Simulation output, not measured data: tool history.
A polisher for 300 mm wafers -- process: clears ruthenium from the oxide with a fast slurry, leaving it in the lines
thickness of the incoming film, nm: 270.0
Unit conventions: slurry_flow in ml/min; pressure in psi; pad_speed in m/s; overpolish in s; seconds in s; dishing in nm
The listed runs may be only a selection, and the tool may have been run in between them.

run,hour,slurry_flow,pressure,pad_speed,slurry_solids,overpolish,seconds,dishing
1,0,290,2.7,1.02,1,28,65.968,66.847
2,7.7,290,2.6,1.02,1,28,67.481,64.75
3,11.2,290,3,1.02,1,28,59.215,70.874
4,18.4,325,3,1.02,1,28,58.561,71.137
5,25.7,325,2.9,1.02,1,28,59.61,69.277
6,30.1,260,2.9,1.02,1,28,62.039,68.907
7,32.8,255,2.8,1.02,1,28,63.568,68.174

Run 8 has not been measured yet. What should we expect?
8,41.7,255,2.2,1.02,1,31,?,?

seconds: 80.636 s
dishing: 61.844 nm
